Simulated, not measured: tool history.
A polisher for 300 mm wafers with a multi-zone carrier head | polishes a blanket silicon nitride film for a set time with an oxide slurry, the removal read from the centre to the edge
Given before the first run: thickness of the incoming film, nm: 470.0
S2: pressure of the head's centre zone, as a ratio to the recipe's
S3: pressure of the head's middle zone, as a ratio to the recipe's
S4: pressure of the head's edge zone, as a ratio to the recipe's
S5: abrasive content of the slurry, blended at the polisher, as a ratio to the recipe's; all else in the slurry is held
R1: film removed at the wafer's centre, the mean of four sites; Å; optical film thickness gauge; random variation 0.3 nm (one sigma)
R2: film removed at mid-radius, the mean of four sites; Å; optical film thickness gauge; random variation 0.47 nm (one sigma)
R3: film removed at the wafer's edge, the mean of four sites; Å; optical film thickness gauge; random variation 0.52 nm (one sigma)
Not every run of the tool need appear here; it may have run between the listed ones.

{"run": 1, "day": 0.0, "flow of slurry (ml/min)": 260, "S2": 1.0, "S3": 1.0, "S4": 1.0, "S5": 1.0, "polishing time (s)": 70, "R1": 626.01, "R2": 642.57, "R3": 662.08}
{"run": 2, "day": 0.125, "flow of slurry (ml/min)": 255, "S2": 0.98, "S3": 1.01, "S4": 0.99, "S5": 0.95, "polishing time (s)": 69, "R1": 586.89, "R2": 637.95, "R3": 616.63}
{"run": 3, "day": 0.371, "flow of slurry (ml/min)": 250, "S2": 0.96, "S3": 1.0, "S4": 0.99, "S5": 0.9, "polishing time (s)": 69, "R1": 565.73, "R2": 603.61, "R3": 608.78}
{"run": 4, "day": 0.692, "flow of slurry (ml/min)": 250, "S2": 0.96, "S3": 1.0, "S4": 0.99, "S5": 0.9, "polishing time (s)": 80, "R1": 648.22, "R2": 707.66, "R3": 692.38}
{"run": 5, "day": 0.754, "flow of slurry (ml/min)": 245, "S2": 0.94, "S3": 1.0, "S4": 0.99, "S5": 0.85, "polishing time (s)": 78, "R1": 594.96, "R2": 669.02, "R3": 659.89}
{"run": 6, "day": 0.812, "flow of slurry (ml/min)": 275, "S2": 0.94, "S3": 1.0, "S4": 0.99, "S5": 0.85, "polishing time (s)": 78, "R1": 615.57, "R2": 671.8, "R3": 656.4}
{"run": 7, "day": 0.954, "flow of slurry (ml/min)": 265, "S2": 0.93, "S3": 1.0, "S4": 0.98, "S5": 0.8, "polishing time (s)": 77, "R1": 560.43, "R2": 640.17, "R3": 638.06}
{"run": 8, "day": 1.108, "flow of slurry (ml/min)": 265, "S2": 0.93, "S3": 1.01, "S4": 0.97, "S5": 0.75, "polishing time (s)": 75, "R1": 526.35, "R2": 601.6, "R3": 584.39}
{"run": 9, "day": 1.233, "flow of slurry (ml/min)": 265, "S2": 0.92, "S3": 1.01, "S4": 0.96, "S5": 0.7, "polishing time (s)": 75, "R1": 497.64, "R2": 573.72, "R3": 562.67}
{"run": 10, "day": 1.567, "flow of slurry (ml/min)": 265, "S2": 0.91, "S3": 1.01, "S4": 0.95, "S5": 0.7, "polishing time (s)": 75, "R1": 492.28, "R2": 564.77, "R3": 551.73}
{"run": 11, "day": 1.875, "flow of slurry (ml/min)": 260, "S2": 0.9, "S3": 1.02, "S4": 0.94, "S5": 0.7, "polishing time (s)": 75, "R1": 486.85, "R2": 577.41, "R3": 549.4}
{"run": 12, "day": 2.221, "flow of slurry (ml/min)": 255, "S2": 0.89, "S3": 1.02, "S4": 0.93, "S5": 0.7, "polishing time (s)": 75, "R1": 474.66, "R2": 583.34, "R3": 553.59}
{"run": 13, "day": 2.508, "flow of slurry (ml/min)": 260, "S2": 0.89, "S3": 1.02, "S4": 0.92, "S5": 0.7, "polishing time (s)": 74, "R1": 476.49, "R2": 570.3, "R3": 535.01}
{"run": 14, "day": 2.829, "flow of slurry (ml/min)": 255, "S2": 0.88, "S3": 1.02, "S4": 0.91, "S5": 0.7, "polishing time (s)": 74, "R1": 476.22, "R2": 569.35, "R3": 539.14}
{"run": 15, "day": 2.879, "flow of slurry (ml/min)": 250, "S2": 0.81, "S3": 1.06, "S4": 0.88, "S5": 0.5, "polishing time (s)": 64, "R1": 285.64, "R2": 392.04, "R3": 354.71}
{"run": 16, "day": 3.221, "flow of slurry (ml/min)": 255, "S2": 0.82, "S3": 1.07, "S4": 0.89, "S5": 0.5, "polishing time (s)": 64, "R1": 290.5, "R2": 396.0, "R3": 345.55}
{"run": 17, "day": 3.558, "flow of slurry (ml/min)": 230, "S2": 0.83, "S3": 1.03, "S4": 0.89, "S5": 0.75, "polishing time (s)": 66, "R1": 410.26, "R2": 537.41, "R3": 481.73}

What will run 18 give?
{"day": 3.592, "done": "centre zone pressure recalibrated"}
{"run": 18, "day": 3.592, "flow of slurry (ml/min)": 230, "S2": 0.84, "S3": 1.04, "S4": 0.91, "S5": 0.75, "polishing time (s)": 66, "R1": "?", "R2": "?", "R3": "?"}

{"run 18": {"R1": 437.79, "R2": 537.55, "R3": 498.87}}
